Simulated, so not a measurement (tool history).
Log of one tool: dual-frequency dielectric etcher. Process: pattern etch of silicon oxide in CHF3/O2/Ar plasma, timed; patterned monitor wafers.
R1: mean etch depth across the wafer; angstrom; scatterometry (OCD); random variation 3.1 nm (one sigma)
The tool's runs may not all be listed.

Run 1, hour 0.0: source power (W) 560, bias power (W) 151, etch time (s) 265.0. Result: R1 4635.5 angstrom.
Run 2, hour 8.5: source power (W) 560, bias power (W) 151, etch time (s) 244.5. Result: R1 4183.3 angstrom.
Run 3, hour 16.4: source power (W) 610, bias power (W) 151, etch time (s) 244.5. Result: R1 4411.8 angstrom.
Run 4, hour 23.2: source power (W) 610, bias power (W) 170, etch time (s) 244.5. Result: R1 4616.4 angstrom.
At hour 26.4: wet clean of the chamber.
Run 5, hour 26.4: source power (W) 630, bias power (W) 171, etch time (s) 244.5. Result: R1 4853.3 angstrom.
Run 6, hour 29.4: source power (W) 570, bias power (W) 171, etch time (s) 244.5. Result: R1 4587.5 angstrom.
Run 7, hour 38.1: source power (W) 590, bias power (W) 172, etch time (s) 244.5. Result: R1 4681.8 angstrom.
Run 8, hour 41.3: source power (W) 610, bias power (W) 173, etch time (s) 244.5. Result: R1 4772.7 angstrom.

Forecast run 9:
Run 9, hour 50.4: source power (W) 620, bias power (W) 173, etch time (s) 244.5. Result: R1 ?.

Run 9 gave R1 4813.6 angstrom.
